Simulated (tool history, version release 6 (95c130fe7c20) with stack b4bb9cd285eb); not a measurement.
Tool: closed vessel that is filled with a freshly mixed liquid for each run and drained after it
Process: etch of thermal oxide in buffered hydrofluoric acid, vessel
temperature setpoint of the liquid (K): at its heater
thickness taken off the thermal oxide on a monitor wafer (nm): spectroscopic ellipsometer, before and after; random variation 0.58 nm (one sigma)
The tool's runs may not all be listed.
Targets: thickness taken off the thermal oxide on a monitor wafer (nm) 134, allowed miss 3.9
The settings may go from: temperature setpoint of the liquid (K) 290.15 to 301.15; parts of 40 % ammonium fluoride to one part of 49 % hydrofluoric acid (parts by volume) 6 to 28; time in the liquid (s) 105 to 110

run  hour  temperature setpoint of the liquid (K)  parts of 40 % ammonium fluoride to one part of 49 % hydrofluoric acid (parts by volume)  time in the liquid (s)  thickness taken off the thermal oxide on a monitor wafer (nm)
  1     0                                  293.15                                                                                       17                     105                                                         60.328
  2   2.1                                  295.65                                                                                       15                     105                                                         78.155
  3     8                                  295.65                                                                                       18                     105                                                         65.031
  4  10.3                                  295.65                                                                                       15                     105                                                         78.612
  5  14.9                                  297.15                                                                                       14                     105                                                         90.622
  6  16.7                                  297.15                                                                                       14                     105                                                         91.228
  7  17.7                                  298.15                                                                                       13                     105                                                          103.1
  8  24.6                                  299.15                                                                                     12.5                     105                                                         113.17

5 next moves are on the table. One of them brings every result within its allowed miss. Which?
  A  31.5                                  297.15                                                                                       10                     110                                                              ?
  B  31.5                                  298.65                                                                                     12.5                     110                                                              ?
  C  31.5                                  298.15                                                                                       11                     105                                                              ?
  D  31.5                                  299.65                                                                                       12                     105                                                              ?
  E  31.5                                  296.15                                                                                       10                     110                                                              ?

move  thickness taken off the thermal oxide on a monitor wafer (nm)
   A                                                         132.14
   B                                                         115.32
   C                                                         121.38
   D                                                         120.89
   E                                                         125.11
A: meets every target
B: nearer than the last run, and not there yet
C: nearer than the last run, and not there yet
D: nearer than the last run, and not there yet
E: nearer than the last run, and not there yet
The right move is A.
